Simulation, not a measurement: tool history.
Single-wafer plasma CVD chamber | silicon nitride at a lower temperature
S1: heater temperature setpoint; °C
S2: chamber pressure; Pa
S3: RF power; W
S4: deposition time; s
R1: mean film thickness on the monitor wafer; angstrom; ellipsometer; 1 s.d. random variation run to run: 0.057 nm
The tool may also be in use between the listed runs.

run	hour	S1	S2	S3	S4	R1
1	0.0	375	179	295	17.0	174.91
2	1.5	375	189	295	17.0	178.04
3	6.6	383	189	295	17.0	177.79
4	8.8	383	197	295	17.0	180.32
5	12.5	383	204	295	17.0	183.06
6	14.1	392	204	295	17.0	182.44

For run 7, what comes out?
# hour 18.4: thermocouple changed; heater temperature recalibrated
7	18.4	392	208	295	17.0	?

Run 7 gave R1 182.12 angstrom.
